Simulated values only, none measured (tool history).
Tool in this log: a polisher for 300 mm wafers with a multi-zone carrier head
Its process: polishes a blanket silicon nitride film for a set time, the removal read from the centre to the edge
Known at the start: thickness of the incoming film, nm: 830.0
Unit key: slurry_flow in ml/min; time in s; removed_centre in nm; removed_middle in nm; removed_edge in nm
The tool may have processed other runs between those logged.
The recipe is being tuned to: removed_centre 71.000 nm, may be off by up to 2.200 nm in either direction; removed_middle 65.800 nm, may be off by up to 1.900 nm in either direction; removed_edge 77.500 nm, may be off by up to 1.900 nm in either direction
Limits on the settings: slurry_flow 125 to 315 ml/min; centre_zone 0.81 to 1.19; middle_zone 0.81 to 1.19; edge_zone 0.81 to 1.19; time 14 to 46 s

{"run": 1, "hour": 0.0, "slurry_flow": 205, "centre_zone": 1.0, "middle_zone": 1.0, "edge_zone": 1.0, "time": 30, "removed_centre": 60.571, "removed_middle": 60.876, "removed_edge": 61.659}
{"run": 2, "hour": 7.4, "slurry_flow": 220, "centre_zone": 1.01, "middle_zone": 0.98, "edge_zone": 1.06, "time": 31, "removed_centre": 62.843, "removed_middle": 62.073, "removed_edge": 65.523}
{"run": 3, "hour": 13.1, "slurry_flow": 220, "centre_zone": 1.01, "middle_zone": 0.98, "edge_zone": 1.06, "time": 38, "removed_centre": 78.318, "removed_middle": 76.903, "removed_edge": 80.935}
{"run": 4, "hour": 16.1, "slurry_flow": 220, "centre_zone": 1.01, "middle_zone": 0.98, "edge_zone": 1.0, "time": 38, "removed_centre": 78.258, "removed_middle": 75.672, "removed_edge": 78.474}
{"run": 5, "hour": 17.0, "slurry_flow": 220, "centre_zone": 1.08, "middle_zone": 0.98, "edge_zone": 1.0, "time": 38, "removed_centre": 84.134, "removed_middle": 75.563, "removed_edge": 78.348}
{"run": 6, "hour": 19.2, "slurry_flow": 205, "centre_zone": 1.04, "middle_zone": 0.94, "edge_zone": 1.01, "time": 38, "removed_centre": 78.876, "removed_middle": 73.003, "removed_edge": 79.761}
{"run": 7, "hour": 22.0, "slurry_flow": 195, "centre_zone": 1.03, "middle_zone": 0.91, "edge_zone": 0.99, "time": 38, "removed_centre": 77.676, "removed_middle": 71.248, "removed_edge": 77.128}
{"run": 8, "hour": 23.4, "slurry_flow": 185, "centre_zone": 1.01, "middle_zone": 0.88, "edge_zone": 1.01, "time": 38, "removed_centre": 74.906, "removed_middle": 68.415, "removed_edge": 77.793}
{"run": 9, "hour": 31.8, "slurry_flow": 175, "centre_zone": 1.0, "middle_zone": 0.87, "edge_zone": 1.02, "time": 38, "removed_centre": 74.592, "removed_middle": 67.253, "removed_edge": 77.001}
{"run": 10, "hour": 36.0, "slurry_flow": 175, "centre_zone": 1.0, "middle_zone": 0.87, "edge_zone": 1.02, "time": 38, "removed_centre": 75.818, "removed_middle": 67.1, "removed_edge": 77.224}
{"run": 11, "hour": 43.8, "slurry_flow": 175, "centre_zone": 0.98, "middle_zone": 0.86, "edge_zone": 1.03, "time": 38, "removed_centre": 74.125, "removed_middle": 66.468, "removed_edge": 77.812}

Below are 5 possible settings for the next run. Only one of them brings all results inside the allowed miss of their targets. Which is it?
{"run": "A", "hour": 51.6, "slurry_flow": 125, "centre_zone": 1.05, "middle_zone": 0.87, "edge_zone": 1.05, "time": 40, "removed_centre": "?", "removed_middle": "?", "removed_edge": "?"}
{"run": "B", "hour": 51.6, "slurry_flow": 180, "centre_zone": 0.88, "middle_zone": 0.85, "edge_zone": 1.02, "time": 38, "removed_centre": "?", "removed_middle": "?", "removed_edge": "?"}
{"run": "C", "hour": 51.6, "slurry_flow": 225, "centre_zone": 0.95, "middle_zone": 0.83, "edge_zone": 1.01, "time": 37, "removed_centre": "?", "removed_middle": "?", "removed_edge": "?"}
{"run": "D", "hour": 51.6, "slurry_flow": 230, "centre_zone": 0.89, "middle_zone": 0.81, "edge_zone": 1.07, "time": 36, "removed_centre": "?", "removed_middle": "?", "removed_edge": "?"}
{"run": "E", "hour": 51.6, "slurry_flow": 200, "centre_zone": 0.83, "middle_zone": 0.87, "edge_zone": 1.03, "time": 39, "removed_centre": "?", "removed_middle": "?", "removed_edge": "?"}

move=A removed_centre=77.222 removed_middle=66.988 removed_edge=80.644
move=B removed_centre=65.996 removed_middle=66.361 removed_edge=78.894
move=C removed_centre=71.576 removed_middle=65.223 removed_edge=78.147
move=D removed_centre=65.498 removed_middle=62.386 removed_edge=78.399
move=E removed_centre=65.009 removed_middle=70.452 removed_edge=82.208
A: misses by more than the last run did
B: pushes the last run's worst result past its target
C: hits every target within its allowed miss
D: pushes the last run's worst result past its target
E: pushes the last run's worst result past its target
Go with C: it meets all targets.
